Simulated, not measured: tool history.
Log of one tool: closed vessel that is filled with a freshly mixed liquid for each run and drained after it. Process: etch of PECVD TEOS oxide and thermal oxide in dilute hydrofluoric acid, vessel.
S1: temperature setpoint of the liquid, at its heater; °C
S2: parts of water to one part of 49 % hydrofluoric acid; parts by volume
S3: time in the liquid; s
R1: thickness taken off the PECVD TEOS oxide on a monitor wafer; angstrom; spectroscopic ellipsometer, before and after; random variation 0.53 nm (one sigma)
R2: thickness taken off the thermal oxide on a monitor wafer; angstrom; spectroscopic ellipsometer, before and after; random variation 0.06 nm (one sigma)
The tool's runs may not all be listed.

{"run": 1, "hour": 0.0, "S1": 25, "S2": 50, "S3": 60, "R1": 314.06, "R2": 59.766}
{"run": 2, "hour": 1.4, "S1": 25, "S2": 50, "S3": 75, "R1": 383.13, "R2": 74.728}
{"run": 3, "hour": 7.9, "S1": 26, "S2": 50, "S3": 75, "R1": 401.29, "R2": 78.264}
{"run": 4, "hour": 9.2, "S1": 26, "S2": 40, "S3": 75, "R1": 506.79, "R2": 98.941}
{"run": 5, "hour": 16.7, "S1": 26, "S2": 40, "S3": 55, "R1": 380.88, "R2": 72.865}
{"run": 6, "hour": 19.0, "S1": 26, "S2": 40, "S3": 65, "R1": 441.54, "R2": 85.644}

Run 7 comes next. What will it give?
{"run": 7, "hour": 20.0, "S1": 30, "S2": 40, "S3": 65, "R1": "?", "R2": "?"}

R1: 524.12 angstrom
R2: 100.38 angstrom

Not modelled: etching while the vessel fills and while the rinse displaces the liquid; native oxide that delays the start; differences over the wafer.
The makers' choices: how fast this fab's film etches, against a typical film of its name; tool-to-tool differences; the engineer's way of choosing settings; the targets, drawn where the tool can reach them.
